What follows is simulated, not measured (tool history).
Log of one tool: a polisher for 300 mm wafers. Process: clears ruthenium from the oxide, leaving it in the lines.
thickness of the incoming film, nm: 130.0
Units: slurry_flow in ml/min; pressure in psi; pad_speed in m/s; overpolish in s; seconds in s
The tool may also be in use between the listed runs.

run 1 day=0.000 | slurry_flow=315 pressure=2.1 pad_speed=0.98 overpolish=35 | seconds=102.550
run 2 day=0.342 | slurry_flow=315 pressure=2.1 pad_speed=1.22 overpolish=35 | seconds=82.480
run 3 day=0.629 | slurry_flow=380 pressure=2.1 pad_speed=1.22 overpolish=35 | seconds=81.879
run 4 day=0.675 | slurry_flow=445 pressure=2.1 pad_speed=1.22 overpolish=35 | seconds=81.075
run 5 day=0.821 | slurry_flow=445 pressure=2.1 pad_speed=1.22 overpolish=38 | seconds=78.922
run 6 day=0.846 | slurry_flow=445 pressure=1.8 pad_speed=1.20 overpolish=38 | seconds=92.361

Run 7 comes next. What will it give?
run 7 day=1.104 | slurry_flow=445 pressure=1.8 pad_speed=1.20 overpolish=38 | seconds=?

Run 7 gave seconds 93.343 s.
